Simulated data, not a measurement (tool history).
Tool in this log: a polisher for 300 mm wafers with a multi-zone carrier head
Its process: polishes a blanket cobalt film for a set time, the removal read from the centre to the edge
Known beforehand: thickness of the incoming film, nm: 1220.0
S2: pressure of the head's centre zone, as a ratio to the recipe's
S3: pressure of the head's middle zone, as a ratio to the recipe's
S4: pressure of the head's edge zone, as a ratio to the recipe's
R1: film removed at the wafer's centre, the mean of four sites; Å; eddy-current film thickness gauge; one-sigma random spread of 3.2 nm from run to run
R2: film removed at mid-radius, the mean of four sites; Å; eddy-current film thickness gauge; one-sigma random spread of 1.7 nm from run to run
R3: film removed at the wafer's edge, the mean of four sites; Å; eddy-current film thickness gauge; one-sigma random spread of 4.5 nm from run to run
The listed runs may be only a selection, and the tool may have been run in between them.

Run 1, hour 0.0: flow of slurry (ml/min) 310, S2 1.00, S3 1.00, S4 1.00, polishing time (s) 55. Result: R1 3566.5 Å, R2 3450.4 Å, R3 3635.0 Å.
Run 2, hour 6.6: flow of slurry (ml/min) 310, S2 1.00, S3 1.00, S4 1.00, polishing time (s) 50. Result: R1 3260.6 Å, R2 3160.5 Å, R3 3270.5 Å.
Run 3, hour 13.2: flow of slurry (ml/min) 300, S2 0.97, S3 0.96, S4 1.01, polishing time (s) 50. Result: R1 3155.9 Å, R2 3052.4 Å, R3 3240.9 Å.
Run 4, hour 14.2: flow of slurry (ml/min) 300, S2 1.01, S3 0.96, S4 1.01, polishing time (s) 50. Result: R1 3274.1 Å, R2 3045.9 Å, R3 3299.2 Å.
Run 5, hour 20.3: flow of slurry (ml/min) 225, S2 1.01, S3 0.96, S4 1.01, polishing time (s) 50. Result: R1 3218.4 Å, R2 2955.8 Å, R3 3215.6 Å.
Run 6, hour 21.6: flow of slurry (ml/min) 220, S2 0.98, S3 0.94, S4 1.03, polishing time (s) 50. Result: R1 3082.2 Å, R2 2934.6 Å, R3 3247.5 Å.
Run 7, hour 26.5: flow of slurry (ml/min) 205, S2 0.90, S3 0.84, S4 1.05, polishing time (s) 48. Result: R1 2715.5 Å, R2 2547.5 Å, R3 3248.9 Å.

The next listed run, before its measurement:
Run 8, hour 33.0: flow of slurry (ml/min) 210, S2 0.90, S3 0.85, S4 1.05, polishing time (s) 48. Result: R1 ?, R2 ?, R3 ?.

Run 8 came out at R1 2795.3 Å, R2 2600.8 Å, R3 3173.9 Å.
